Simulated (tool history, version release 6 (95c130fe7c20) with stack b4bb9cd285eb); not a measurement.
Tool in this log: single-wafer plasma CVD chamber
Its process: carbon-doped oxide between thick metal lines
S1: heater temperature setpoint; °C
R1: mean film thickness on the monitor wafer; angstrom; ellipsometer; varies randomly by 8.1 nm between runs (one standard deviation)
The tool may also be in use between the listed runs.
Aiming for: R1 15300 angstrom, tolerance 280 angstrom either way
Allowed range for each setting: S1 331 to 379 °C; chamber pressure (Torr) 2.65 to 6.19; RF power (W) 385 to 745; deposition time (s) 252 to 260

run 1 hour=0 | S1=355 chamber_pressure_(Torr)=4.42 RF_power_(W)=565 deposition_time_(s)=252 | R1=13643
run 2 hour=2.5 | S1=355 chamber_pressure_(Torr)=4.42 RF_power_(W)=520 deposition_time_(s)=252 | R1=13012
run 3 hour=5 | S1=353 chamber_pressure_(Torr)=4.79 RF_power_(W)=545 deposition_time_(s)=252 | R1=13627
run 4 hour=10.6 | S1=353 chamber_pressure_(Torr)=4.79 RF_power_(W)=465 deposition_time_(s)=252 | R1=12018
run 5 hour=11.5 | S1=353 chamber_pressure_(Torr)=5.46 RF_power_(W)=465 deposition_time_(s)=252 | R1=12423
run 6 hour=13.8 | S1=357 chamber_pressure_(Torr)=5.46 RF_power_(W)=465 deposition_time_(s)=252 | R1=12115
run 7 hour=20.5 | S1=352 chamber_pressure_(Torr)=5.66 RF_power_(W)=495 deposition_time_(s)=252 | R1=13075
run 8 hour=27.8 | S1=352 chamber_pressure_(Torr)=5.66 RF_power_(W)=495 deposition_time_(s)=252 | R1=12984
run 9 hour=34.9 | S1=352 chamber_pressure_(Torr)=5.66 RF_power_(W)=495 deposition_time_(s)=252 | R1=13079

Below are 4 possible settings for the next run. Only one of them brings all results inside the allowed miss of their targets. Which is it?
run A hour=42 | S1=362 chamber_pressure_(Torr)=5.58 RF_power_(W)=435 deposition_time_(s)=252 | R1=?
run B hour=42 | S1=343 chamber_pressure_(Torr)=6.03 RF_power_(W)=385 deposition_time_(s)=252 | R1=?
run C hour=42 | S1=346 chamber_pressure_(Torr)=6 RF_power_(W)=415 deposition_time_(s)=252 | R1=?
run D hour=42 | S1=347 chamber_pressure_(Torr)=6.12 RF_power_(W)=570 deposition_time_(s)=260 | R1=?

move=A R1=11512
move=B R1=10791
move=C R1=11519
move=D R1=15378
A: further off than the last run
B: further off than the last run
C: further off than the last run
D: each result inside its tolerance
So the answer is move D, the one that meets all the targets.
